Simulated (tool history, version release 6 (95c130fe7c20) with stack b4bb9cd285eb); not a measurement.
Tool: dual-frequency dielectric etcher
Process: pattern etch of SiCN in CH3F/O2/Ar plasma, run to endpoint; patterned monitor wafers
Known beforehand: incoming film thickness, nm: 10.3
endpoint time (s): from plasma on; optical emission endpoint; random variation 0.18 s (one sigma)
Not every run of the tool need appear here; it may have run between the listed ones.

run,hour,source power (kW),bias power (kW),endpoint time (s)
1,0,0.35,0.1,26.886
2,2.4,0.36,0.101,26.383
3,5.2,0.36,0.092,27.501
4,11.3,0.37,0.093,27.148
5,17.8,0.33,0.093,28.371
6,19.3,0.36,0.093,27.648
7,23.5,0.37,0.095,26.908

What does the tool deliver on the next run?
8,28.6,0.38,0.096,?

{"run 8": {"endpoint time (s)": 26.81}}
